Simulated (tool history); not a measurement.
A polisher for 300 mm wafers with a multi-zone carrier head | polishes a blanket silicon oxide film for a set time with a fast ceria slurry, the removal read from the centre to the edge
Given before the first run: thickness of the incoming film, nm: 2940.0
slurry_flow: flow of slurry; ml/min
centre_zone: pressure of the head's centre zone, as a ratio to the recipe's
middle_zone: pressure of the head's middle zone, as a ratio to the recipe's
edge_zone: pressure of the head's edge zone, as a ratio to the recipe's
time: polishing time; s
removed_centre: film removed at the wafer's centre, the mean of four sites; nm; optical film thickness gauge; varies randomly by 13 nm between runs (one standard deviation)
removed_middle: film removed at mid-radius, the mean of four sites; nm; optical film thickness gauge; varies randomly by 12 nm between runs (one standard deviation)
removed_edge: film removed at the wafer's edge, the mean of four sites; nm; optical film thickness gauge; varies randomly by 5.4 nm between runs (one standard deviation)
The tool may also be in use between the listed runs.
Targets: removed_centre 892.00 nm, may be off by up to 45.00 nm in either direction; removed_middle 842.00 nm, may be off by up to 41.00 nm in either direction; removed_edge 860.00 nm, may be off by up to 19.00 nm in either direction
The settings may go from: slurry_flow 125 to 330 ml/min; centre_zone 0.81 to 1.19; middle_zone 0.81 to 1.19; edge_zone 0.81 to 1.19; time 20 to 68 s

run  hour  slurry_flow  centre_zone  middle_zone  edge_zone  time  removed_centre  removed_middle  removed_edge
  1   0.0          210         1.00         1.00       1.00    44          619.50          631.15        643.45
  2   8.0          210         1.00         0.92       1.00    44          644.30          604.93        647.72
  3  16.5          230         1.03         0.96       1.03    47          711.18          668.60        695.75
  4  18.2          240         1.04         0.97       1.05    49          772.81          716.85        741.65
  5  22.8          240         1.04         0.97       1.13    49          740.62          695.13        769.86
  6  28.5          255         1.06         0.99       1.14    50          781.96          753.95        790.25
  7  33.9          265         1.07         0.99       1.15    51          827.83          764.82        814.58
  8  40.1          275         1.07         1.00       1.16    51          818.54          761.74        820.58
  9  45.0          275         1.08         1.02       1.16    52          858.21          791.67        835.07
 10  51.0          280         1.08         1.04       1.17    52          856.15          815.59        835.57
 11  53.1          285         1.08         1.04       1.18    52          821.13          807.49        836.45

Consider the 5 candidate settings below. Which is the only one whose results all fall within their allowed miss of target?
  A  55.2          250         1.17         0.91       1.17    54               ?               ?             ?
  B  55.2          295         0.95         1.18       1.19    49               ?               ?             ?
  C  55.2          330         0.93         1.05       1.19    52               ?               ?             ?
  D  55.2          225         0.91         0.92       1.19    54               ?               ?             ?
  E  55.2          260         1.09         1.04       1.15    54               ?               ?             ?

move  removed_centre  removed_middle  removed_edge
   A          924.93          744.59        866.12
   B          695.99          859.25        801.41
   C          730.96          834.08        859.09
   D          707.11          742.00        864.63
   E          866.61          837.38        860.02
A: the furthest-off result lands on target, but another misses its tolerance
B: the biggest miss grows against the last run
C: the biggest miss grows against the last run
D: the biggest miss grows against the last run
E: all results land within tolerance of their targets
The move that meets every target is E.
